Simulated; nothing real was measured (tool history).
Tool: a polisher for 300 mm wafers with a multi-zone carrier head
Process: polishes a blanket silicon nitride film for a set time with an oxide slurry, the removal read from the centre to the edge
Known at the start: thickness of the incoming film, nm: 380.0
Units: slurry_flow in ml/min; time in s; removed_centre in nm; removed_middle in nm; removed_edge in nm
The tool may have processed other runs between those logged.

run,hour,slurry_flow,centre_zone,middle_zone,edge_zone,slurry_solids,time,removed_centre,removed_middle,removed_edge
1,0,280,1,1,1,1,30,15.147,14.791,15.085
2,4.2,280,1,0.95,1,1,30,14.799,14.35,15.013
3,6,295,1.02,1,1.02,1.05,30,15.969,15.473,15.877
4,9.4,295,1.02,1,1.02,0.9,30,14.149,13.992,14.181
5,16.9,300,1.04,1.03,1.04,0.95,30,14.715,14.856,14.819
6,20.7,300,1.08,1.03,1.04,0.95,30,15.848,14.82,14.832

Forecast run 7:
7,27.4,355,1.14,1.13,1.14,1.2,30,?,?,?

{"run 7": {"removed_centre": 19.634, "removed_middle": 18.833, "removed_edge": 18.079}}

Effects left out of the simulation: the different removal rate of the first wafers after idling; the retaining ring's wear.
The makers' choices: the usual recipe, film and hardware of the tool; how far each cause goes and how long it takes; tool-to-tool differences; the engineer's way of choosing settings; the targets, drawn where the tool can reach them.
